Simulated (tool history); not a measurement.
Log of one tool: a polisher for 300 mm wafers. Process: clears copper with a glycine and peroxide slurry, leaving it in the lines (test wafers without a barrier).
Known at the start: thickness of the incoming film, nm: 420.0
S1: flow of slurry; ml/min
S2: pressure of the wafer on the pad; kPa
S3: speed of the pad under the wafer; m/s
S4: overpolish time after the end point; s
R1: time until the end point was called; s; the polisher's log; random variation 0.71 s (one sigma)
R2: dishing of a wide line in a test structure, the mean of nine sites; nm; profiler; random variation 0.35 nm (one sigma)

Run 1, hour 0.0: S1 285 ml/min, S2 22.8 kPa, S3 1.24 m/s, S4 9 s. Result: R1 51.761 s, R2 44.367 nm.
Run 2, hour 0.9: S1 285 ml/min, S2 22.8 kPa, S3 1.54 m/s, S4 9 s. Result: R1 41.739 s, R2 48.894 nm.
Run 3, hour 6.6: S1 285 ml/min, S2 22.8 kPa, S3 1.24 m/s, S4 9 s. Result: R1 49.785 s, R2 43.263 nm.
Run 4, hour 10.6: S1 310 ml/min, S2 22.8 kPa, S3 1.24 m/s, S4 9 s. Result: R1 50.459 s, R2 44.193 nm.
Run 5, hour 19.1: S1 310 ml/min, S2 20.0 kPa, S3 1.24 m/s, S4 9 s. Result: R1 56.563 s, R2 40.753 nm.
Run 6, hour 27.8: S1 260 ml/min, S2 17.2 kPa, S3 1.48 m/s, S4 7 s. Result: R1 55.206 s, R2 33.428 nm.
Run 7, hour 31.3: S1 230 ml/min, S2 16.5 kPa, S3 1.64 m/s, S4 6 s. Result: R1 51.365 s, R2 31.758 nm.

The next listed run, before its measurement:
Run 8, hour 38.1: S1 210 ml/min, S2 15.9 kPa, S3 1.74 m/s, S4 5 s. Result: R1 ?, R2 ?.

Run 8 gave R1 53.717 s, R2 27.366 nm.
